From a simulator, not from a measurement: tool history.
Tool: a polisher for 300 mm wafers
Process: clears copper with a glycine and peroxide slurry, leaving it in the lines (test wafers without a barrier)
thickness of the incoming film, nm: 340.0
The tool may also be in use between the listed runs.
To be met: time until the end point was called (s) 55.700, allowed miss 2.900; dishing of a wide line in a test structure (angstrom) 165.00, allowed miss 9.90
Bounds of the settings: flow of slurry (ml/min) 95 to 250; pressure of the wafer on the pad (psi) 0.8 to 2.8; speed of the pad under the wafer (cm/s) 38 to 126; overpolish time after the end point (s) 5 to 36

run	hour	flow of slurry (ml/min)	pressure of the wafer on the pad (psi)	speed of the pad under the wafer (cm/s)	overpolish time after the end point (s)	time until the end point was called (s)	dishing of a wide line in a test structure (angstrom)
1	0.0	160	1.8	82	18	91.367	312.54
2	2.5	175	1.7	90	15	87.275	272.91
3	8.4	190	1.7	98	13	81.837	254.09
4	10.8	215	1.7	98	13	82.283	260.57
5	16.8	215	1.7	98	21	79.814	359.44
6	23.1	220	1.7	104	18	76.822	327.68
7	31.3	220	1.7	108	15	75.060	297.61
8	36.2	225	1.7	112	13	73.680	278.36
9	40.8	215	1.7	114	11	73.248	248.88
# hour 44.8: head pressure recalibrated
10	44.8	190	1.8	116	10	69.093	242.05
11	46.7	190	1.8	116	10	67.682	249.28
12	51.9	170	1.8	118	9	67.818	223.65

Which of these 5 next moves meets every target?
A	57.1	165	1.2	120	14	?	?
B	57.1	185	1.4	90	26	?	?
C	57.1	160	2.3	124	5	?	?
D	57.1	185	1.5	100	17	?	?
E	57.1	170	1.8	100	17	?	?

move	time until the end point was called (s)	dishing of a wide line in a test structure (angstrom)
A	86.604	256.67
B	92.964	376.53
C	56.357	162.12
D	84.023	305.66
E	76.069	329.04
A: further off than the last run
B: further off than the last run
C: meets every target
D: further off than the last run
E: further off than the last run
The right move is C.
